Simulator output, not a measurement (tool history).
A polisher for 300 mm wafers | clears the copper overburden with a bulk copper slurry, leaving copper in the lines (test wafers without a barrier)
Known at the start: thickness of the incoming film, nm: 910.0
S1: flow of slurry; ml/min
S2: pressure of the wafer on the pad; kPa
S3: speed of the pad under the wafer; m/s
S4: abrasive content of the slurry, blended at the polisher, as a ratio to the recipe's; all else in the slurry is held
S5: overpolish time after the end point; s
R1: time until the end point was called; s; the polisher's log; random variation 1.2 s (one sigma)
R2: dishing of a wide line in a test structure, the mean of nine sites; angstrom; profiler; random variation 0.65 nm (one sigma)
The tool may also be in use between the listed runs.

{"run": 1, "hour": 0.0, "S1": 255, "S2": 16.5, "S3": 0.96, "S4": 1, "S5": 17, "R1": 110.48, "R2": 433.25}
{"run": 2, "hour": 4.0, "S1": 255, "S2": 15.2, "S3": 0.96, "S4": 1, "S5": 17, "R1": 120.67, "R2": 432.06}
{"run": 3, "hour": 6.2, "S1": 255, "S2": 16.5, "S3": 0.98, "S4": 1, "S5": 18, "R1": 109.45, "R2": 449.42}
{"run": 4, "hour": 8.5, "S1": 255, "S2": 17.9, "S3": 1, "S4": 1, "S5": 18, "R1": 98.175, "R2": 466.91}
{"run": 5, "hour": 13.6, "S1": 290, "S2": 17.9, "S3": 1, "S4": 1, "S5": 18, "R1": 99.46, "R2": 468.93}
{"run": 6, "hour": 17.7, "S1": 290, "S2": 18.6, "S3": 1, "S4": 1, "S5": 17, "R1": 99.016, "R2": 474.32}

Forecast run 7:
{"run": 7, "hour": 24.6, "S1": 280, "S2": 20, "S3": 1.02, "S4": 1, "S5": 16, "R1": "?", "R2": "?"}

Run 7 gave R1 88.964 s, R2 462.1 angstrom.

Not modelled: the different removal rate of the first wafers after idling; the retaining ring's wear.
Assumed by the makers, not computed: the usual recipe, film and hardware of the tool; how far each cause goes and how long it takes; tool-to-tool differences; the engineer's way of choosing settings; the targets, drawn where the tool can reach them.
